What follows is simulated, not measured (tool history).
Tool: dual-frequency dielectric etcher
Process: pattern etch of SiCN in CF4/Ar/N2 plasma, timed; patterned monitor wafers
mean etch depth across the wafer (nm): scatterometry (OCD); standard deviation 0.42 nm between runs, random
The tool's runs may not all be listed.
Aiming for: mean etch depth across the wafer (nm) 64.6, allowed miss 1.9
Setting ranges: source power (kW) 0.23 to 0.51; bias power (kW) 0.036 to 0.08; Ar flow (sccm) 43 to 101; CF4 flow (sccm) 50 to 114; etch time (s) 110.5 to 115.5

run,hour,source power (kW),bias power (kW),Ar flow (sccm),CF4 flow (sccm),etch time (s),mean etch depth across the wafer (nm)
1,0,0.37,0.058,72,82,110.5,75.001
2,0.6,0.35,0.057,72,82,110.5,70.966
3,4.9,0.34,0.057,72,82,110.5,69.039
4,9.2,0.34,0.057,72,82,110.5,68.487
5,9.8,0.34,0.057,72,82,115.5,72.554
6,14.5,0.34,0.057,72,69,115.5,70.492
7,17.3,0.33,0.057,72,69,115.5,69.374
8,25.7,0.32,0.057,72,69,115.5,66.6

Consider the 5 candidate settings below. Which is the only one whose results all fall within their allowed miss of target?
A,34.1,0.32,0.063,61,60,115.5,?
B,34.1,0.35,0.058,74,64,112.5,?
C,34.1,0.3,0.058,69,73,110.5,?
D,34.1,0.31,0.068,63,66,110.5,?
E,34.1,0.34,0.062,74,61,113,?

move,mean etch depth across the wafer (nm)
A,68.162
B,69.678
C,61.028
D,64.944
E,68.697
A: its largest miss is bigger than the last run's
B: its largest miss is bigger than the last run's
C: takes the biggest miss from the last run beyond its target
D: meets every target
E: its largest miss is bigger than the last run's
D meets every target.
